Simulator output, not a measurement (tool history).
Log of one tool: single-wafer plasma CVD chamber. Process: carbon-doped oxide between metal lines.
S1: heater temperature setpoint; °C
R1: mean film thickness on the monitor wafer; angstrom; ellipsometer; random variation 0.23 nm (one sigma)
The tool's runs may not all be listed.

Run 1, hour 0.0: S1 370 °C, chamber pressure (Pa) 847, RF power (kW) 0.565, deposition time (s) 13.6. Result: R1 763.94 angstrom.
Run 2, hour 3.9: S1 369 °C, chamber pressure (Pa) 864, RF power (kW) 0.570, deposition time (s) 13.6. Result: R1 771.75 angstrom.
Run 3, hour 5.5: S1 368 °C, chamber pressure (Pa) 880, RF power (kW) 0.575, deposition time (s) 13.6. Result: R1 774.13 angstrom.
Run 4, hour 6.4: S1 374 °C, chamber pressure (Pa) 880, RF power (kW) 0.575, deposition time (s) 13.6. Result: R1 762.50 angstrom.
Run 5, hour 7.1: S1 372 °C, chamber pressure (Pa) 888, RF power (kW) 0.580, deposition time (s) 13.6. Result: R1 775.70 angstrom.
Run 6, hour 11.4: S1 372 °C, chamber pressure (Pa) 888, RF power (kW) 0.580, deposition time (s) 14.0. Result: R1 794.52 angstrom.

Forecast run 7:
Run 7, hour 14.4: S1 371 °C, chamber pressure (Pa) 892, RF power (kW) 0.580, deposition time (s) 14.0. Result: R1 ?.

R1: 792.12 angstrom

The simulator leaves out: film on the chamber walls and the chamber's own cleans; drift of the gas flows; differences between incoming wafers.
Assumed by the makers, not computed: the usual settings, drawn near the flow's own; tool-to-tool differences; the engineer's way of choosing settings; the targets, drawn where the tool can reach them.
